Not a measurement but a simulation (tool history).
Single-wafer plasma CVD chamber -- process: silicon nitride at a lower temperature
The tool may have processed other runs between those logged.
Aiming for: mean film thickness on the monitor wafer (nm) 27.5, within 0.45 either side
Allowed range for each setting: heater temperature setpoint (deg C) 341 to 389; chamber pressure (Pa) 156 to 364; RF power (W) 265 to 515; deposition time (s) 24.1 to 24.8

run,day,heater temperature setpoint (deg C),chamber pressure (Pa),RF power (W),deposition time (s),mean film thickness on the monitor wafer (nm)
1,0,365,260,390,24.1,35.365
2,0.333,365,240,370,24.1,33.012
3,0.396,365,224,360,24.1,31.475
4,0.429,365,224,360,24.1,31.294
5,0.492,365,211,360,24.1,30.836
6,0.625,370,211,360,24.1,30.865
7,0.812,370,200,355,24.1,30.078
8,0.942,370,156,325,24.1,25.665
9,1.262,370,156,325,24.1,25.405
10,1.608,370,208,340,24.1,29.281
11,1.675,370,201,340,24.1,28.944
12,1.821,370,196,340,24.1,28.89
13,2.1,369,192,340,24.1,28.785
14,2.412,369,192,340,24.1,28.543
15,2.721,369,159,335,24.1,26.268
16,2.812,369,163,335,24.1,26.355
17,2.85,369,201,345,24.1,29.433
18,3.146,368,196,345,24.1,28.908
19,3.492,368,156,340,24.1,26.548
20,3.525,368,160,340,24.1,26.761
21,3.888,368,163,340,24.1,26.852
22,4.242,368,165,340,24.1,27.018

4 candidate next runs follow, results not yet known. Just one meets every target within its allowed miss. Identify it.
A,4.596,370,172,340,24.1,?
B,4.596,368,167,330,24.2,?
C,4.596,369,165,335,24.1,?
D,4.596,369,185,315,24.1,?

move,mean film thickness on the monitor wafer (nm)
A,27.397
B,26.597
C,26.682
D,26.669
A: each result inside its tolerance
B: its largest miss is bigger than the last run's
C: its largest miss is bigger than the last run's
D: its largest miss is bigger than the last run's
So the answer is move A, the one that meets all the targets.
